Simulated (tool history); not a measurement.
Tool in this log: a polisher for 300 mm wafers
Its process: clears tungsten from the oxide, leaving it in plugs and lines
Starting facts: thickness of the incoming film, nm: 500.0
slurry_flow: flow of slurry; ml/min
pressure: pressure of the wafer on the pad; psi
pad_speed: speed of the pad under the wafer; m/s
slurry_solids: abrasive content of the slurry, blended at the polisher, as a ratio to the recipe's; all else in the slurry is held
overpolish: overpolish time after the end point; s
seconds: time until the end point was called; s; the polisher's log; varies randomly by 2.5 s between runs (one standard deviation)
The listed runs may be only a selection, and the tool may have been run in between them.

run,hour,slurry_flow,pressure,pad_speed,slurry_solids,overpolish,seconds
1,0,240,3.6,1.4,1,14,94.921
2,5.6,180,3.6,1.4,1,14,99.661
3,13.4,180,3.3,1.38,1,14,108.74
4,21.4,180,3.1,1.36,1,14,114.09
5,23.7,180,2.9,1.34,1,14,123.51
6,30.2,180,2.8,1.34,1,14,126.9

Run 7 comes next. What will it give?
7,39,180,2.7,1.34,1,14,?

Run 7 came out at seconds 129.78 s.

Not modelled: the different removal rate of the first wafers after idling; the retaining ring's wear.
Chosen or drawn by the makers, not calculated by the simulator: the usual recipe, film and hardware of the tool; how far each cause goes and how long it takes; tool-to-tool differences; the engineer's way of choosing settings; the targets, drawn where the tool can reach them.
